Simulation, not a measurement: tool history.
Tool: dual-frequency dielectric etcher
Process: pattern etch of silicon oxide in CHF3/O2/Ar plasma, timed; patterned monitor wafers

run,day,source power (kW),bias power (kW),etch time (s),mean etch depth across the wafer (nm)
1,0.000,0.500,0.163,645.5,1155.6
2,0.150,0.500,0.163,672.5,1187.9
3,0.279,0.470,0.159,671.5,1176.3
4,0.571,0.470,0.131,671.5,1119.4
# day 0.762: bias power generator calibrated
5,0.762,0.470,0.111,671.5,1077.5
6,0.808,0.470,0.111,672.5,1072.6

The next listed run, before its measurement:
7,1.146,0.460,0.109,672.0,?

Run 7 gave mean etch depth across the wafer (nm) 1059.4.
